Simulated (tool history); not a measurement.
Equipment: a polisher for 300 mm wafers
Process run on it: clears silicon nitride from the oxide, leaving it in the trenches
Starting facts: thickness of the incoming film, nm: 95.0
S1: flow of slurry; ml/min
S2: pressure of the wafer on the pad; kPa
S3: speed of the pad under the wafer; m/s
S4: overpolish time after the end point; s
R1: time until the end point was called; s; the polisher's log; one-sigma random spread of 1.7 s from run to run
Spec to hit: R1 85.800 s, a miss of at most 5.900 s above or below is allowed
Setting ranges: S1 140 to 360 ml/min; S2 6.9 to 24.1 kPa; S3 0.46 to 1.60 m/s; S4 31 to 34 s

run    day   S1    S2    S3  S4       R1
  1  0.000  230  15.2  1.02  31  117.450
  2  0.050  230  15.9  1.02  31  116.290
  3  0.300  230  15.9  0.84  31  141.470
  4  0.625  230  15.9  1.00  31  116.090
  5  0.896  275  15.9  1.00  31  112.640
  6  1.062  275  16.5  1.00  31  112.250
  7  1.196  275  17.2  1.02  31  100.050
  8  1.308  275  17.9  1.02  31   98.978
  9  1.517  275  18.6  1.02  31   96.908
 10  1.788  275  19.3  1.02  31   91.351

Which one of the following 4 next-run settings gets every result inside its allowed miss? There is exactly one.
  A  2.058  285  18.6  1.12  34   ?
  B  2.058  270  17.9  0.98  31   ?
  C  2.058  265  18.6  0.96  34   ?
  D  2.058  315  18.6  0.92  31   ?

move       R1
   A   87.722
   B  104.170
   C  102.630
   D  105.180
A: every result lands within tolerance
B: further off than the last run
C: further off than the last run
D: further off than the last run
Go with A: it meets all targets.
